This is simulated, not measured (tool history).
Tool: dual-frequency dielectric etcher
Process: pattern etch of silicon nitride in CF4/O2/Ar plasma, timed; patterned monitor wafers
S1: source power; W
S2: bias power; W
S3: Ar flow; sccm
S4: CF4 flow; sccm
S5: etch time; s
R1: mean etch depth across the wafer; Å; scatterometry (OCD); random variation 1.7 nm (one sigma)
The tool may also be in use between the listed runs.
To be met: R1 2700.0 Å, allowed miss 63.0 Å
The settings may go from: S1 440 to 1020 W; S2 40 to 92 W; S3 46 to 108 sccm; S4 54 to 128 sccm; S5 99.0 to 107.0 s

run    day   S1  S2  S3   S4     S5      R1
  1  0.000  730  66  77   91  107.0  3268.2
  2  0.029  730  58  77   91  107.0  3101.8
  3  0.104  730  58  77  105  107.0  3157.5
  4  0.192  730  58  77  115  107.0  3215.1
  5  0.425  730  58  77  123  107.0  3245.8
     0.625  -- Ar flow controller replaced
  6  0.625  730  66  77  123  107.0  3378.9
  7  0.721  710  66  77  123  107.0  3298.7
  8  0.946  690  66  77  123  107.0  3253.6
  9  1.233  690  66  77  123  107.0  3236.5

Which of these 4 next moves meets every target?
  A  1.521  680  64  88  128  104.0   ?
  B  1.521  770  85  67  115  107.0   ?
  C  1.521  820  63  63  120  107.0   ?
  D  1.521  600  65  79  110  100.5   ?

move      R1
   A  3031.5
   B  3810.9
   C  3642.2
   D  2661.5
A: nearer than the last run, and not there yet
B: further off than the last run
C: further off than the last run
D: meets every target
The right move is D.

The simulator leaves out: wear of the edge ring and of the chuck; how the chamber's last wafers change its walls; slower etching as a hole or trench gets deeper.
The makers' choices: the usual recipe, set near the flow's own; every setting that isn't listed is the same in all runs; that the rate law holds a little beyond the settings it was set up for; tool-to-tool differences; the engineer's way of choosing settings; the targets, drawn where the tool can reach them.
